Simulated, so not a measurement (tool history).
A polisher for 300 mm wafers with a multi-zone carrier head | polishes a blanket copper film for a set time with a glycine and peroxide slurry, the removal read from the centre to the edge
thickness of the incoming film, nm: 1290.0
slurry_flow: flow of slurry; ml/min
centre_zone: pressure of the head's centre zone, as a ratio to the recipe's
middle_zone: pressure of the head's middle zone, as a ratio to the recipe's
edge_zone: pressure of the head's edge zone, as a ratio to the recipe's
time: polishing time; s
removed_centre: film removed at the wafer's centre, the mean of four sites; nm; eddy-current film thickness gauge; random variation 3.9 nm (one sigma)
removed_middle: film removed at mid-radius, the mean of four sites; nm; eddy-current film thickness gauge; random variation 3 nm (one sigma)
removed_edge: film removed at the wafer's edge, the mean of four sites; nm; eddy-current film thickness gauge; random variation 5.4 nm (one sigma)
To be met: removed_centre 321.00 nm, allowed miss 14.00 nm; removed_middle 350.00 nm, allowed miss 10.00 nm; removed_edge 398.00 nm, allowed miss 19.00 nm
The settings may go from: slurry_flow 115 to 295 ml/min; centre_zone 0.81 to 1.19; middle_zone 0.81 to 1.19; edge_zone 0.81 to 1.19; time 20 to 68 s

{"run": 1, "day": 0.0, "slurry_flow": 190, "centre_zone": 1.0, "middle_zone": 1.0, "edge_zone": 1.0, "time": 44, "removed_centre": 246.89, "removed_middle": 253.42, "removed_edge": 252.37}
{"run": 2, "day": 0.075, "slurry_flow": 190, "centre_zone": 0.92, "middle_zone": 1.0, "edge_zone": 1.0, "time": 44, "removed_centre": 233.76, "removed_middle": 251.75, "removed_edge": 253.85}
{"run": 3, "day": 0.233, "slurry_flow": 190, "centre_zone": 0.92, "middle_zone": 1.0, "edge_zone": 1.03, "time": 44, "removed_centre": 229.7, "removed_middle": 251.36, "removed_edge": 262.24}
{"run": 4, "day": 0.579, "slurry_flow": 190, "centre_zone": 0.92, "middle_zone": 1.05, "edge_zone": 1.03, "time": 44, "removed_centre": 229.65, "removed_middle": 257.74, "removed_edge": 247.11}
{"run": 5, "day": 0.95, "slurry_flow": 200, "centre_zone": 0.91, "middle_zone": 1.03, "edge_zone": 1.06, "time": 49, "removed_centre": 259.25, "removed_middle": 288.74, "removed_edge": 289.88}
{"run": 6, "day": 1.233, "slurry_flow": 200, "centre_zone": 0.91, "middle_zone": 1.03, "edge_zone": 1.06, "time": 43, "removed_centre": 229.93, "removed_middle": 252.51, "removed_edge": 259.92}
{"run": 7, "day": 1.271, "slurry_flow": 215, "centre_zone": 0.9, "middle_zone": 1.03, "edge_zone": 1.1, "time": 47, "removed_centre": 248.25, "removed_middle": 281.64, "removed_edge": 281.41}
{"run": 8, "day": 1.517, "slurry_flow": 210, "centre_zone": 0.9, "middle_zone": 1.0, "edge_zone": 1.12, "time": 51, "removed_centre": 265.27, "removed_middle": 295.09, "removed_edge": 313.19}
{"run": 9, "day": 1.671, "slurry_flow": 215, "centre_zone": 0.9, "middle_zone": 0.98, "edge_zone": 1.14, "time": 54, "removed_centre": 280.88, "removed_middle": 316.56, "removed_edge": 334.19}
{"run": 10, "day": 1.904, "slurry_flow": 220, "centre_zone": 0.9, "middle_zone": 0.95, "edge_zone": 1.16, "time": 56, "removed_centre": 292.08, "removed_middle": 310.51, "removed_edge": 353.81}
{"run": 11, "day": 2.142, "slurry_flow": 220, "centre_zone": 0.9, "middle_zone": 0.95, "edge_zone": 1.17, "time": 58, "removed_centre": 309.06, "removed_middle": 330.46, "removed_edge": 362.66}
{"run": 12, "day": 2.267, "slurry_flow": 225, "centre_zone": 0.88, "middle_zone": 0.94, "edge_zone": 1.18, "time": 59, "removed_centre": 301.25, "removed_middle": 335.38, "removed_edge": 371.28}

Which of these 4 next moves meets every target?
{"run": "A", "day": 2.392, "slurry_flow": 245, "centre_zone": 0.85, "middle_zone": 0.89, "edge_zone": 1.17, "time": 63, "removed_centre": "?", "removed_middle": "?", "removed_edge": "?"}
{"run": "B", "day": 2.392, "slurry_flow": 230, "centre_zone": 0.93, "middle_zone": 0.94, "edge_zone": 1.13, "time": 58, "removed_centre": "?", "removed_middle": "?", "removed_edge": "?"}
{"run": "C", "day": 2.392, "slurry_flow": 215, "centre_zone": 1.02, "middle_zone": 0.97, "edge_zone": 1.18, "time": 58, "removed_centre": "?", "removed_middle": "?", "removed_edge": "?"}
{"run": "D", "day": 2.392, "slurry_flow": 205, "centre_zone": 0.99, "middle_zone": 0.98, "edge_zone": 1.08, "time": 61, "removed_centre": "?", "removed_middle": "?", "removed_edge": "?"}

move=A removed_centre=322.95 removed_middle=348.09 removed_edge=403.86
move=B removed_centre=322.69 removed_middle=329.14 removed_edge=362.73
move=C removed_centre=350.54 removed_middle=332.66 removed_edge=368.22
move=D removed_centre=354.95 removed_middle=349.85 removed_edge=368.09
A: meets every target
B: further off than the last run
C: further off than the last run
D: brings the result that was furthest off to its target, and leaves another outside
Move A is the one to make.
